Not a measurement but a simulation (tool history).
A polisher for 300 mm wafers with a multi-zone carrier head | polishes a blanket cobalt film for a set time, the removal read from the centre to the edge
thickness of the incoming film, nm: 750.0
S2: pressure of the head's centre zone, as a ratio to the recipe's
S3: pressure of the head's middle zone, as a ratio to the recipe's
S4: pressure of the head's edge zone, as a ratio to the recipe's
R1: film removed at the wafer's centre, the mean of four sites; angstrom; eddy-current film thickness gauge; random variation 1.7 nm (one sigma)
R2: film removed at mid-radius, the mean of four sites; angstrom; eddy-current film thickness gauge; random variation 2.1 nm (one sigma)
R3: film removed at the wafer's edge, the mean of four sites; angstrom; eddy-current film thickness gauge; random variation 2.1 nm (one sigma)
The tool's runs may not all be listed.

{"run": 1, "hour": 0.0, "flow of slurry (ml/min)": 270, "S2": 1, "S3": 1, "S4": 1, "polishing time (s)": 42, "R1": 1477.1, "R2": 1462.2, "R3": 1492.8}
{"run": 2, "hour": 8.1, "flow of slurry (ml/min)": 270, "S2": 1, "S3": 1.06, "S4": 1, "polishing time (s)": 42, "R1": 1486.9, "R2": 1521.4, "R3": 1511.8}
{"run": 3, "hour": 14.3, "flow of slurry (ml/min)": 270, "S2": 1, "S3": 1.06, "S4": 1.04, "polishing time (s)": 42, "R1": 1471.8, "R2": 1534.6, "R3": 1549.8}
{"run": 4, "hour": 21.8, "flow of slurry (ml/min)": 270, "S2": 1.08, "S3": 1.06, "S4": 1.04, "polishing time (s)": 42, "R1": 1589.7, "R2": 1546, "R3": 1558.6}
{"run": 5, "hour": 27.0, "flow of slurry (ml/min)": 275, "S2": 1.09, "S3": 1.06, "S4": 1.08, "polishing time (s)": 44, "R1": 1709, "R2": 1652.2, "R3": 1655.2}
{"run": 6, "hour": 29.6, "flow of slurry (ml/min)": 275, "S2": 1.17, "S3": 1.06, "S4": 1.08, "polishing time (s)": 44, "R1": 1794.3, "R2": 1621.9, "R3": 1635.6}
{"hour": 30.4, "done": "slurry nozzle cleaned"}
{"run": 7, "hour": 30.4, "flow of slurry (ml/min)": 275, "S2": 1.13, "S3": 1.05, "S4": 1.11, "polishing time (s)": 45, "R1": 1826.1, "R2": 1725.2, "R3": 1710.3}
{"run": 8, "hour": 31.4, "flow of slurry (ml/min)": 255, "S2": 1.07, "S3": 0.99, "S4": 1.13, "polishing time (s)": 46, "R1": 1770.9, "R2": 1667.9, "R3": 1726.6}
{"run": 9, "hour": 34.8, "flow of slurry (ml/min)": 260, "S2": 1.03, "S3": 0.97, "S4": 1.15, "polishing time (s)": 47, "R1": 1731.1, "R2": 1687.6, "R3": 1813.2}
{"run": 10, "hour": 38.7, "flow of slurry (ml/min)": 270, "S2": 1.03, "S3": 0.98, "S4": 1.16, "polishing time (s)": 47, "R1": 1741.5, "R2": 1684.8, "R3": 1799.8}
{"run": 11, "hour": 46.0, "flow of slurry (ml/min)": 270, "S2": 1.03, "S3": 0.98, "S4": 1.16, "polishing time (s)": 47, "R1": 1752.3, "R2": 1693.3, "R3": 1847.6}

The next listed run, before its measurement:
{"run": 12, "hour": 53.4, "flow of slurry (ml/min)": 275, "S2": 1.03, "S3": 1, "S4": 1.17, "polishing time (s)": 47, "R1": "?", "R2": "?", "R3": "?"}

Run 12 gave R1 1752 angstrom, R2 1685.1 angstrom, R3 1842.8 angstrom.
